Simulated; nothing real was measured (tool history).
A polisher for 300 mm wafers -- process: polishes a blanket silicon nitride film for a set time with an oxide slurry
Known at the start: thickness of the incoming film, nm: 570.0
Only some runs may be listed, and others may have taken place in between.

run,day,flow of slurry (ml/min),pressure of the wafer on the pad (psi),speed of the pad under the wafer (m/s),abrasive content of the slurry,polishing time (s),film removed (Å)
1,0,235,2.8,1.36,1,78,452.63
2,0.308,235,2.8,1.36,1,78,441.17
3,0.467,235,2.8,1.36,1,78,453.1
4,0.675,235,3.1,1.36,1,78,504.62
5,0.767,235,3.1,1.36,1,78,494.7
6,0.912,190,3.1,1.36,1,78,493.19
7,1.067,190,3.3,1.36,1,78,520.98
8,1.167,190,4.1,1.46,1,78,664.09
9,1.367,190,4.1,1.48,1,78,675.62

Run 10 has not been measured yet. What should we expect?
10,1.642,190,4.1,1.5,1,78,?

Run 10 gave film removed (Å) 658.94.
